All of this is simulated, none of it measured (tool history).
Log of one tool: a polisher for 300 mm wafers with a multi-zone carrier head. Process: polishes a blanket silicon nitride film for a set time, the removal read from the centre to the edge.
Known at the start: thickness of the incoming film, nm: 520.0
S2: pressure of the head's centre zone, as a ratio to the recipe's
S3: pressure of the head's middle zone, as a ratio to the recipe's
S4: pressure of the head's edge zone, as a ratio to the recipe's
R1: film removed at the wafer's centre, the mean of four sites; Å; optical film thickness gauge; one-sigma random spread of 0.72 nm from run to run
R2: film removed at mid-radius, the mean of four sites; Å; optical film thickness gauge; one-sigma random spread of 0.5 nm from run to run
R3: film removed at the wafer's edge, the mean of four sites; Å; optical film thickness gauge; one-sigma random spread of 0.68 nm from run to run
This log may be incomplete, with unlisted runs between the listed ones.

run 1 hour=0 | flow_of_slurry_(ml/min)=145 S2=1 S3=1 S4=1 polishing_time_(s)=46 | R1=878.78 R2=869.08 R3=784.77
run 2 hour=3.2 | flow_of_slurry_(ml/min)=145 S2=1 S3=1 S4=0.94 polishing_time_(s)=46 | R1=869.11 R2=871.47 R3=767.22
run 3 hour=12.2 | flow_of_slurry_(ml/min)=140 S2=0.98 S3=0.98 S4=0.95 polishing_time_(s)=46 | R1=833.8 R2=849.83 R3=752.83
run 4 hour=13.3 | flow_of_slurry_(ml/min)=135 S2=0.97 S3=0.96 S4=0.98 polishing_time_(s)=46 | R1=831.54 R2=825.98 R3=774.15
run 5 hour=15.2 | flow_of_slurry_(ml/min)=130 S2=0.96 S3=0.95 S4=0.99 polishing_time_(s)=46 | R1=820.37 R2=815.52 R3=771.34
run 6 hour=20.3 | flow_of_slurry_(ml/min)=130 S2=0.96 S3=0.95 S4=0.91 polishing_time_(s)=46 | R1=830.1 R2=821.6 R3=751.45
run 7 hour=27.7 | flow_of_slurry_(ml/min)=125 S2=0.94 S3=0.94 S4=0.92 polishing_time_(s)=46 | R1=788.01 R2=799.84 R3=732.79
run 8 hour=32.6 | flow_of_slurry_(ml/min)=120 S2=0.93 S3=0.93 S4=0.94 polishing_time_(s)=46 | R1=779.88 R2=797.76 R3=758.9

Predict the results of run 9:
run 9 hour=40.3 | flow_of_slurry_(ml/min)=115 S2=0.92 S3=0.92 S4=0.95 polishing_time_(s)=46 | R1=? R2=? R3=?

{"run 9": {"R1": 755.86, "R2": 771.49, "R3": 741.92}}

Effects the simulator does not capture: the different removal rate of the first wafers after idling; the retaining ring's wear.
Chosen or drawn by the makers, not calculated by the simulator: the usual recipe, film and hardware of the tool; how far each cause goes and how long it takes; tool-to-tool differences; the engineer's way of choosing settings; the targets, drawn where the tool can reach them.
